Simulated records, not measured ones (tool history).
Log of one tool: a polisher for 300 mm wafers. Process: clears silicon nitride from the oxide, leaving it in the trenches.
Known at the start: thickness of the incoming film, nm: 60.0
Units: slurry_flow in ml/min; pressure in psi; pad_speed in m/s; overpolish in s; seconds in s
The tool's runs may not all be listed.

run,hour,slurry_flow,pressure,pad_speed,overpolish,seconds
1,0.0,170,1.7,1.16,4,78.532
2,0.6,175,1.8,1.16,4,75.089
3,8.4,175,1.9,1.16,4,70.856
4,11.3,175,1.9,1.44,4,58.054
5,15.8,175,1.5,1.44,4,69.880
6,19.1,175,1.5,1.44,4,71.277
7,21.4,175,1.6,1.44,4,66.862
8,22.0,185,1.8,1.44,4,60.462
9,24.6,185,1.9,1.44,4,56.974

Forecast run 10:
10,32.1,190,1.9,1.44,4,?

Run 10 gave seconds 57.906 s.

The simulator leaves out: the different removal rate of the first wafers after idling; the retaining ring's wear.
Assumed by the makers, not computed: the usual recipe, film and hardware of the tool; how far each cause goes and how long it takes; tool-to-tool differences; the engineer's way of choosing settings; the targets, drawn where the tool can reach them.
